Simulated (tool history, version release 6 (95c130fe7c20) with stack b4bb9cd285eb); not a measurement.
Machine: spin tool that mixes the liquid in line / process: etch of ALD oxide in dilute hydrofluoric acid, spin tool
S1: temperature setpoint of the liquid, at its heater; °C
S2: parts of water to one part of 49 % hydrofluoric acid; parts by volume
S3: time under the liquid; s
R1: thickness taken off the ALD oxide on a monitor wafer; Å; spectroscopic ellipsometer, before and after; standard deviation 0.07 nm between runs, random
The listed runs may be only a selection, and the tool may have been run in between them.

run 1 hour=0 | S1=23 S2=240 S3=200 | R1=63.243
run 2 hour=3.9 | S1=26 S2=240 S3=200 | R1=70.686
run 3 hour=12.6 | S1=27 S2=220 S3=200 | R1=81.175
run 4 hour=15.8 | S1=28 S2=205 S3=200 | R1=92.419
run 5 hour=18.7 | S1=28.5 S2=195 S3=200 | R1=99.798
run 6 hour=21.5 | S1=29 S2=185 S3=200 | R1=108.3
run 7 hour=26.4 | S1=29.5 S2=180 S3=200 | R1=113.9
run 8 hour=34.5 | S1=31 S2=150 S3=200 | R1=149.39

For run 9, what comes out?
run 9 hour=41.7 | S1=30.5 S2=150 S3=200 | R1=?

Run 9 came out at R1 147.1 Å.
